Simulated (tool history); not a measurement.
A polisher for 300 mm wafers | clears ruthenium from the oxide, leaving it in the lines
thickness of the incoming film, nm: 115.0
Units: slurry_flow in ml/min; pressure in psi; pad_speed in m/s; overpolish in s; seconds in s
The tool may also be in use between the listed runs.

run  hour  slurry_flow  pressure  pad_speed  overpolish  seconds
  1     0          125       1.5       1.16          30   116.44
  2   8.3          125       1.3       1.14          30   134.41
  3   9.2          100       1.3       1.14          30   146.48
  4  12.4           95       1.2       1.14          30   154.24
  5  17.1          110       1.2       1.14          30   152.09
  6  20.9          130       1.2       1.14          30   145.23

Run 7 comes next. What will it give?
  7  26.7          125       1.1       1.14          30        ?

Run 7 gave seconds 154.5 s.
